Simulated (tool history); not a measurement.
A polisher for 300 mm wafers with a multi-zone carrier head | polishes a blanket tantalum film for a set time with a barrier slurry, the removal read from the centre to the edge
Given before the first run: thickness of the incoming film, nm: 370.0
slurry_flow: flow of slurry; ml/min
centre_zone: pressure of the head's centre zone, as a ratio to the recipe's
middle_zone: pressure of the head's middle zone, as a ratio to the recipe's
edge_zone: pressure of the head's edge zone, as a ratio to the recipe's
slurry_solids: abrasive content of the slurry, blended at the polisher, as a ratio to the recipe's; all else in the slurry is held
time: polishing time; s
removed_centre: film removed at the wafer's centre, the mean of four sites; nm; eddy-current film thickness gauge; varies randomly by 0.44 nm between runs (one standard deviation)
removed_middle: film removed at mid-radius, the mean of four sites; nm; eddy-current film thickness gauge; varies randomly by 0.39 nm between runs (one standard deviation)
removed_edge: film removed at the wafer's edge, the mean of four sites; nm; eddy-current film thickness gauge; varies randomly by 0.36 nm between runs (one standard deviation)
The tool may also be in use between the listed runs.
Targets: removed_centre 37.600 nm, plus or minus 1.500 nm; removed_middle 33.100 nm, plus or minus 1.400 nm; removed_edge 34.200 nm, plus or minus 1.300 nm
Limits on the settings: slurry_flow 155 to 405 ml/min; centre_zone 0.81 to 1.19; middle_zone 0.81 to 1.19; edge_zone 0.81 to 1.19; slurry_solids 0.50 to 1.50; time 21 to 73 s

run,hour,slurry_flow,centre_zone,middle_zone,edge_zone,slurry_solids,time,removed_centre,removed_middle,removed_edge
1,0.0,260,1.00,1.00,1.00,1.00,47,40.465,41.880,41.800
2,5.1,260,1.01,0.98,0.98,0.95,47,40.982,39.978,40.244
3,10.5,260,0.97,0.98,0.98,0.95,47,38.673,39.554,40.900
4,17.8,260,0.93,0.98,0.98,0.95,47,38.478,39.675,41.302
5,26.7,260,0.94,0.97,0.95,0.90,47,37.864,38.393,39.971
6,31.9,260,0.95,0.96,0.93,0.85,47,36.729,37.547,38.603
7,39.3,260,0.97,0.94,0.91,0.85,47,38.396,37.341,38.456
8,45.3,260,0.98,0.93,0.90,0.80,47,36.906,36.531,37.288
9,46.8,260,1.00,0.91,0.89,0.80,47,37.437,35.295,37.148
10,53.7,260,1.00,0.91,0.89,0.80,47,36.817,34.775,37.173
11,59.4,260,1.02,0.91,0.88,0.80,47,38.743,34.843,36.698
12,67.4,255,1.02,0.91,0.87,0.80,47,37.812,35.123,36.497
13,74.6,255,1.03,0.90,0.86,0.80,47,38.178,34.518,36.433
14,82.7,255,1.04,0.90,0.85,0.80,47,39.113,34.186,37.007

Next run, 5 choices. One meets every target within its allowed miss, the rest don't. Which?
A,90.8,240,1.09,0.94,0.87,1.10,39,?,?,?
B,90.8,305,1.19,1.05,0.83,0.50,52,?,?,?
C,90.8,270,1.14,0.89,0.81,0.75,46,?,?,?
D,90.8,355,1.13,0.89,0.81,0.50,58,?,?,?
E,90.8,240,1.18,0.90,0.81,0.95,42,?,?,?

move,removed_centre,removed_middle,removed_edge
A,37.495,33.661,34.226
B,37.164,33.388,30.480
C,40.287,33.325,34.389
D,40.386,33.529,34.287
E,41.151,33.358,34.308
A: all results in spec
B: moves the result that the last run missed by most past its target, out the other side
C: meets the target for the result that was furthest off, but another lies outside its allowed miss
D: meets the target for the result that was furthest off, but another lies outside its allowed miss
E: meets the target for the result that was furthest off, but another lies outside its allowed miss
Go with A: it meets all targets.

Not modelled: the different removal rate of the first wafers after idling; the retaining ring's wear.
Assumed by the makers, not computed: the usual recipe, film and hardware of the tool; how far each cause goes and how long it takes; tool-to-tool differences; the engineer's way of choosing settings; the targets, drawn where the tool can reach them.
